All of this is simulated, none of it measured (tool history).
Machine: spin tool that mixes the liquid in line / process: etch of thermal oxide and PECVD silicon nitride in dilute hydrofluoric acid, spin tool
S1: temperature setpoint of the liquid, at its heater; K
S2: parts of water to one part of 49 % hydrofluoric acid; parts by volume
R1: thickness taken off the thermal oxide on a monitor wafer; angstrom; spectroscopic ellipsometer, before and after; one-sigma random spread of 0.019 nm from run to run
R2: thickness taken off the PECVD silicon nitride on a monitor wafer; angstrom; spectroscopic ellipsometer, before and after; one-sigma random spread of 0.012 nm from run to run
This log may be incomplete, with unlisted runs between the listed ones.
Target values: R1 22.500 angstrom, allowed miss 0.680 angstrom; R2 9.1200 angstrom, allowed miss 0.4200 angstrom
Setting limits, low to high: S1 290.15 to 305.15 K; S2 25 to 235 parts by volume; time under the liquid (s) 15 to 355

Run 1, hour 0.0: S1 297.15 K, S2 130 parts by volume, time under the liquid (s) 180. Result: R1 61.543 angstrom, R2 27.8400 angstrom.
Run 2, hour 5.5: S1 297.15 K, S2 160 parts by volume, time under the liquid (s) 180. Result: R1 46.593 angstrom, R2 22.6940 angstrom.
Run 3, hour 9.1: S1 298.65 K, S2 160 parts by volume, time under the liquid (s) 180. Result: R1 49.823 angstrom, R2 24.7400 angstrom.
Run 4, hour 13.1: S1 295.65 K, S2 170 parts by volume, time under the liquid (s) 165. Result: R1 37.769 angstrom, R2 17.7290 angstrom.
Run 5, hour 16.8: S1 295.65 K, S2 150 parts by volume, time under the liquid (s) 165. Result: R1 44.122 angstrom, R2 20.6390 angstrom.
Run 6, hour 24.1: S1 293.65 K, S2 165 parts by volume, time under the liquid (s) 155. Result: R1 34.379 angstrom, R2 15.0680 angstrom.
Run 7, hour 30.7: S1 292.65 K, S2 175 parts by volume, time under the liquid (s) 155. Result: R1 30.762 angstrom, R2 13.3040 angstrom.
Run 8, hour 39.2: S1 291.65 K, S2 185 parts by volume, time under the liquid (s) 155. Result: R1 27.769 angstrom, R2 11.9730 angstrom.
Run 9, hour 42.0: S1 291.65 K, S2 185 parts by volume, time under the liquid (s) 155. Result: R1 27.675 angstrom, R2 12.0530 angstrom.
Run 10, hour 42.9: S1 291.65 K, S2 185 parts by volume, time under the liquid (s) 155. Result: R1 27.657 angstrom, R2 12.1100 angstrom.
Run 11, hour 51.7: S1 291.15 K, S2 185 parts by volume, time under the liquid (s) 150. Result: R1 25.790 angstrom, R2 11.1840 angstrom.
Run 12, hour 59.1: S1 290.65 K, S2 185 parts by volume, time under the liquid (s) 145. Result: R1 25.050 angstrom, R2 10.5240 angstrom.
Run 13, hour 63.7: S1 290.65 K, S2 185 parts by volume, time under the liquid (s) 140. Result: R1 24.267 angstrom, R2 10.0620 angstrom.

Which single option among these 5 for the next run brings every result within its allowed miss of target? Just one does.
Run A, hour 68.3: S1 293.15 K, S2 165 parts by volume, time under the liquid (s) 115. Result: R1 ?, R2 ?.
Run B, hour 68.3: S1 290.15 K, S2 180 parts by volume, time under the liquid (s) 130. Result: R1 ?, R2 ?.
Run C, hour 68.3: S1 293.15 K, S2 220 parts by volume, time under the liquid (s) 175. Result: R1 ?, R2 ?.
Run D, hour 68.3: S1 294.65 K, S2 235 parts by volume, time under the liquid (s) 150. Result: R1 ?, R2 ?.
Run E, hour 68.3: S1 294.15 K, S2 200 parts by volume, time under the liquid (s) 125. Result: R1 ?, R2 ?.

move      R1       R2
   A  25.090  10.9930
   B  22.732   9.3393
   C  27.117  12.6480
   D  22.692  11.2000
   E  22.575  10.5790
A: lands further from the targets than the last run did
B: all results in spec
C: lands further from the targets than the last run did
D: the worst result of the last run now meets its target, but another is out of spec
E: the worst result of the last run now meets its target, but another is out of spec
Move B is the one to make.

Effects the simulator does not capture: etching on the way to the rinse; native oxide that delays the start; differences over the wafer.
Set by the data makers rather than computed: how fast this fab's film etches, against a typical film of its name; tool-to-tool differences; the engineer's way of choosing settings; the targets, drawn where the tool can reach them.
